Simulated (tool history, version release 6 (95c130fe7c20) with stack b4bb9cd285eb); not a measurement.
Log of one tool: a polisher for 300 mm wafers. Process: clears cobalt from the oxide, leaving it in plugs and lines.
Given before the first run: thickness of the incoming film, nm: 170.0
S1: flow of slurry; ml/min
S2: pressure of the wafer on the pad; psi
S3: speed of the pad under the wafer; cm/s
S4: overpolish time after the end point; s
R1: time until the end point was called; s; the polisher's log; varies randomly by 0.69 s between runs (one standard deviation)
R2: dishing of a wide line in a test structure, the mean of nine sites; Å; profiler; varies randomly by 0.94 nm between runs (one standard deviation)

run 1 hour=0 | S1=220 S2=1.8 S3=94 S4=20 | R1=38.447 R2=463.18
run 2 hour=1.5 | S1=220 S2=1.8 S3=94 S4=12 | R1=38.724 R2=349.51
run 3 hour=7.7 | S1=220 S2=1.8 S3=106 S4=12 | R1=34.055 R2=382.94
run 4 hour=14.2 | S1=170 S2=1.8 S3=106 S4=12 | R1=35.891 R2=363.72
run 5 hour=22.8 | S1=170 S2=1.6 S3=106 S4=17 | R1=36.17 R2=424.02
run 6 hour=23.6 | S1=170 S2=1.4 S3=102 S4=20 | R1=42.313 R2=446.54
run 7 hour=27.6 | S1=170 S2=1.3 S3=102 S4=22 | R1=42.492 R2=459.92
run 8 hour=33.5 | S1=170 S2=1.2 S3=102 S4=24 | R1=44.831 R2=476.19

Run 9 is up next; what results do you expect?
run 9 hour=34.7 | S1=170 S2=1.1 S3=102 S4=25 | R1=? R2=?

R1: 47.648 s
R2: 466.54 Å
